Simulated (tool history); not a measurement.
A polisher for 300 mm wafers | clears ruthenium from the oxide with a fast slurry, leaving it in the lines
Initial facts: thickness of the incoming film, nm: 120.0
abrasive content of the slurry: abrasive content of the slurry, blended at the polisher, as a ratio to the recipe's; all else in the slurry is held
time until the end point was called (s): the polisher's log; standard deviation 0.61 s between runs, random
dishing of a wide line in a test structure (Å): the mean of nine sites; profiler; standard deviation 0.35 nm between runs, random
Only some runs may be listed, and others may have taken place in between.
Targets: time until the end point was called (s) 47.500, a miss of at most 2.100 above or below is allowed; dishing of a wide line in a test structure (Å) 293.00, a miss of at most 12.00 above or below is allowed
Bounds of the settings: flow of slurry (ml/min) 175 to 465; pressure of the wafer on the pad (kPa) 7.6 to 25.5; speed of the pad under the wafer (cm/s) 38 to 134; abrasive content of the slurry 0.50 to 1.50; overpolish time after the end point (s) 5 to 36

run	hour	flow of slurry (ml/min)	pressure of the wafer on the pad (kPa)	speed of the pad under the wafer (cm/s)	abrasive content of the slurry	overpolish time after the end point (s)	time until the end point was called (s)	dishing of a wide line in a test structure (Å)
1	0.0	295	16.5	86	1.00	18	42.195	402.62
2	8.0	295	16.5	86	1.00	12	41.919	288.64
3	11.2	295	16.5	86	1.00	19	41.934	430.89
4	14.1	295	16.5	102	1.00	19	35.564	489.64
5	21.5	295	15.2	102	1.00	18	37.868	457.41
6	27.6	295	14.5	100	1.00	17	38.053	422.13
7	33.5	295	13.8	98	1.00	16	41.259	370.00
8	40.6	295	13.1	98	1.00	15	42.542	344.09
9	46.7	295	12.4	98	1.00	15	42.947	335.75
# hour 51.0: slurry blender recalibrated
10	51.0	295	11.7	98	1.00	15	40.329	351.50
11	53.7	295	11.0	94	1.00	15	44.217	338.24

Below are 4 possible settings for the next run. Only one of them brings all results inside the allowed miss of their targets. Which is it?
A	56.4	250	11.0	94	0.90	14	?	?
B	56.4	220	13.1	104	0.60	16	?	?
C	56.4	250	11.7	92	0.95	16	?	?
D	56.4	325	13.1	78	1.10	19	?	?

move	time until the end point was called (s)	dishing of a wide line in a test structure (Å)
A	47.103	291.34
B	49.610	313.56
C	45.386	339.44
D	45.139	396.51
A: all results in spec
B: gains on the last run, yet a result remains outside its allowed miss
C: about as far from the targets as the last run
D: its largest miss is bigger than the last run's
Correct choice: A, which meets every target
